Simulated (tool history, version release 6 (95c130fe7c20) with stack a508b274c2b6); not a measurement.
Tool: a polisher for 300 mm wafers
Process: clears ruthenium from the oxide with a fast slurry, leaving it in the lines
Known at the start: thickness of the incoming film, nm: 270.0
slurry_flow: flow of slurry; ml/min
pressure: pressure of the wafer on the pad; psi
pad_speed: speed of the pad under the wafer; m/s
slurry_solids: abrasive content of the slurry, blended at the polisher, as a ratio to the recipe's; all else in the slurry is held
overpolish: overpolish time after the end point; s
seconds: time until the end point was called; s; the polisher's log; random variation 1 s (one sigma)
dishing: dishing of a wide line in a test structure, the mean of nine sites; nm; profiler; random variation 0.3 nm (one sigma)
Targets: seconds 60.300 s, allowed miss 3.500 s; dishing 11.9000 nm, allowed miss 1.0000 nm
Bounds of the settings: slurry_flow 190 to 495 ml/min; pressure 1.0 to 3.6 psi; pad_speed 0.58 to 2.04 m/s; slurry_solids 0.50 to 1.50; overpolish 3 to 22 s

run	hour	slurry_flow	pressure	pad_speed	slurry_solids	overpolish	seconds	dishing
1	0.0	320	2.3	1.30	1.00	11	67.256	32.5520
2	8.8	255	2.3	1.30	1.00	11	69.930	32.2000
3	15.9	280	2.3	1.30	1.00	11	67.258	31.9530
4	21.7	280	2.7	1.30	1.00	11	60.530	38.5440
5	24.0	330	2.3	1.40	1.00	9	62.938	31.2460
6	29.0	370	2.3	1.40	1.00	9	62.469	31.2880
7	34.6	330	2.0	1.46	1.10	8	67.717	25.5250
8	36.9	300	1.8	1.60	1.20	7	67.260	24.6630
9	42.3	345	1.6	1.64	1.25	6	73.137	18.7740
10	49.8	435	1.3	2.00	1.50	3	65.838	11.4170
11	55.0	435	1.3	2.00	1.50	3	67.712	10.8970

Which of these 4 next moves meets every target?
A	60.2	415	1.4	2.04	1.45	3	?	?
B	60.2	320	1.4	1.90	1.25	3	?	?
C	60.2	495	1.2	1.84	1.50	3	?	?
D	60.2	460	1.3	1.94	1.50	3	?	?

move	seconds	dishing
A	60.441	11.6680
B	69.404	10.2490
C	75.736	9.4381
D	66.956	10.6010
A: meets every target
B: further off than the last run
C: further off than the last run
D: nearer than the last run, and not there yet
Move A is the one to make.
